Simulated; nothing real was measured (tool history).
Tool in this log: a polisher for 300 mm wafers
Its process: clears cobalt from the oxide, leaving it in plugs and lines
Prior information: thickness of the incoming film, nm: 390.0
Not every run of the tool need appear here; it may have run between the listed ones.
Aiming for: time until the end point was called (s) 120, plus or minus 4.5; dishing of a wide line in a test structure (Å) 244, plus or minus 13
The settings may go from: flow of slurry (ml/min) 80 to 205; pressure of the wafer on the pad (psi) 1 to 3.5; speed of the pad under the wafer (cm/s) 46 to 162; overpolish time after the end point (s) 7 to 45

run	hour	flow of slurry (ml/min)	pressure of the wafer on the pad (psi)	speed of the pad under the wafer (cm/s)	overpolish time after the end point (s)	time until the end point was called (s)	dishing of a wide line in a test structure (Å)
1	0	135	2.2	104	23	71.166	275.19
2	1.9	135	2.2	120	23	62.669	282.92
3	8.2	140	2.1	116	21	66.209	284.07
4	15.9	170	2.1	116	21	65.675	283.82
5	17.5	170	2.5	116	21	55.565	280.86
6	19.4	170	3	116	21	46.105	279.3
7	20.5	165	2.9	112	19	50.588	274.19
8	29	160	2.8	108	18	53.25	282.92
9	31.6	195	2.2	80	7	85.753	192.24
10	38.4	190	2.1	80	9	89.42	217.31
11	40.1	190	2	80	10	91.525	217.12
12	40.9	190	1.9	80	11	97.938	223.15
# hour 46.9: head pressure recalibrated
13	46.9	190	1.9	80	11	92.331	234.33
14	51.6	185	1.8	80	11	97.293	223.62
15	57.9	185	1.7	80	11	103.05	218.54

Of the 5 settings listed for the next run, only one would bring every result within its allowed miss of target. Which one?
A	64.2	190	1.6	98	13	?	?
B	64.2	165	1.7	76	30	?	?
C	64.2	175	1.4	92	23	?	?
D	64.2	195	1.7	66	17	?	?
E	64.2	185	1.4	90	16	?	?

move	time until the end point was called (s)	dishing of a wide line in a test structure (Å)
A	88.169	240.2
B	105.86	274.08
C	107.18	264.37
D	116.11	240.67
E	108.32	241.05
A: moves away from the targets compared with the last run
B: closes in on the targets versus the last run, not all within tolerance yet
C: closes in on the targets versus the last run, not all within tolerance yet
D: every result within its allowed miss
E: closes in on the targets versus the last run, not all within tolerance yet
Move D is the one to make.

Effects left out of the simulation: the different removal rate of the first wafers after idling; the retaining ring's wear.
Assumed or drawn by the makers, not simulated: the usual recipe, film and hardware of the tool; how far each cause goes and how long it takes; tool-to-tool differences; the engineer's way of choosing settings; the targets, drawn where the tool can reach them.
